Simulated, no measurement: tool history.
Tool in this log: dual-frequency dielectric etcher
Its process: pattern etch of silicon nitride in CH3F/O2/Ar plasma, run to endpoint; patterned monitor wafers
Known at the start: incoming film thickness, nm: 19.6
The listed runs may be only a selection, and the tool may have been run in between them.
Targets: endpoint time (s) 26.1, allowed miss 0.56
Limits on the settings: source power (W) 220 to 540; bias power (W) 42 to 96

Run 1, hour 0: source power (W) 380, bias power (W) 69. Result: endpoint time (s) 31.681.
Run 2, hour 6.8: source power (W) 400, bias power (W) 71. Result: endpoint time (s) 30.486.
Run 3, hour 12.7: source power (W) 400, bias power (W) 60. Result: endpoint time (s) 32.136.
Run 4, hour 18.8: source power (W) 400, bias power (W) 68. Result: endpoint time (s) 30.659.
Run 5, hour 26.6: source power (W) 420, bias power (W) 68. Result: endpoint time (s) 30.178.
Run 6, hour 32: source power (W) 470, bias power (W) 68. Result: endpoint time (s) 28.622.
Run 7, hour 38.8: source power (W) 480, bias power (W) 69. Result: endpoint time (s) 28.2.
Run 8, hour 42.4: source power (W) 490, bias power (W) 70. Result: endpoint time (s) 27.716.
Run 9, hour 49.1: source power (W) 500, bias power (W) 70. Result: endpoint time (s) 27.399.
Run 10, hour 56.4: source power (W) 510, bias power (W) 70. Result: endpoint time (s) 27.354.
Run 11, hour 60.5: source power (W) 510, bias power (W) 71. Result: endpoint time (s) 27.084.
Run 12, hour 67.6: source power (W) 510, bias power (W) 71. Result: endpoint time (s) 26.968.

Next run, 4 choices. One meets every target within its allowed miss, the rest don't. Which?
Run A, hour 74.7: source power (W) 510, bias power (W) 80. Result: endpoint time (s) ?.
Run B, hour 74.7: source power (W) 480, bias power (W) 76. Result: endpoint time (s) ?.
Run C, hour 74.7: source power (W) 490, bias power (W) 71. Result: endpoint time (s) ?.
Run D, hour 74.7: source power (W) 420, bias power (W) 81. Result: endpoint time (s) ?.

move  endpoint time (s)
   A             25.781
   B             27.008
   C             27.402
   D             28.114
A: hits every target within its allowed miss
B: about as far from the targets as the last run
C: misses by more than the last run did
D: misses by more than the last run did
So the answer is move A, the one that meets all the targets.
